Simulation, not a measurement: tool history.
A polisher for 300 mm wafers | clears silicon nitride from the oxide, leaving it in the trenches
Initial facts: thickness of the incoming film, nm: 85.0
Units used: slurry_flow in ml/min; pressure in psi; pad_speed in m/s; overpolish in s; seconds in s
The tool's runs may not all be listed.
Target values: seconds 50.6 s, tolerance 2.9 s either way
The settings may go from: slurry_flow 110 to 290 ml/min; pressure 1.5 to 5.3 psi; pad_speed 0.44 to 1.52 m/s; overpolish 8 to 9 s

run,hour,slurry_flow,pressure,pad_speed,overpolish,seconds
1,0,185,3.4,0.98,9,68.008
2,6.9,215,3.4,0.98,9,67.494
3,8.8,215,3.4,0.86,9,76.342
4,9.9,180,3.4,0.86,9,77.197
5,12.2,180,2.5,0.86,9,103.69
6,21.1,180,3.3,0.86,9,80.442
7,28.9,180,3.6,0.86,9,75.043
8,31.8,180,3.9,0.86,9,67.204
9,34.1,180,4.1,0.86,9,65.953
10,35.2,180,4.3,0.86,9,63.453

Below are 4 possible settings for the next run. Only one of them brings all results inside the allowed miss of their targets. Which is it?
A,36.3,215,3.9,0.66,8,?
B,36.3,225,4.5,0.56,9,?
C,36.3,160,4.2,0.74,8,?
D,36.3,180,4,1.16,9,?

move,seconds
A,86.234
B,86.224
C,75.628
D,51.472
A: lands further from the targets than the last run did
B: lands further from the targets than the last run did
C: lands further from the targets than the last run did
D: all results land within tolerance of their targets
So the answer is move D, the one that meets all the targets.

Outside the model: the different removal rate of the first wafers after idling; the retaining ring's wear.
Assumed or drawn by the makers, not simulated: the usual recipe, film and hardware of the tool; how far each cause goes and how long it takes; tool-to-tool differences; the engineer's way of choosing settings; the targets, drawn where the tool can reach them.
